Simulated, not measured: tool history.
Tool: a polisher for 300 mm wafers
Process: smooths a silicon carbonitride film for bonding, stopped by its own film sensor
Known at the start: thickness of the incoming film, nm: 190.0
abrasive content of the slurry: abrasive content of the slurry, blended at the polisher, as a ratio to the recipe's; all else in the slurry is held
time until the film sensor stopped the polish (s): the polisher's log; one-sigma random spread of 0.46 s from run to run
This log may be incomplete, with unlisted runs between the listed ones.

run,day,flow of slurry (ml/min),pressure of the wafer on the pad (kPa),speed of the pad under the wafer (cm/s),abrasive content of the slurry,target thickness at which the film sensor stops the polish (nm),time until the film sensor stopped the polish (s)
1,0.000,180,11.0,98,1.00,181,45.312
2,0.067,180,11.7,98,1.00,181,43.540
3,0.154,180,12.4,98,1.00,181,41.143
4,0.221,180,12.4,74,1.00,181,51.217
5,0.500,180,12.4,74,0.85,181,55.085
6,0.854,180,13.1,74,0.85,181,52.514
7,1.092,180,13.8,74,0.85,181,50.653
8,1.354,180,14.5,74,0.85,181,48.025
9,1.421,180,15.2,74,0.85,181,45.960
10,1.750,180,15.9,74,0.85,181,43.198

What does the tool deliver on the next run?
11,1.967,180,16.5,74,0.85,181,?

Run 11 produced time until the film sensor stopped the polish (s) 42.222.
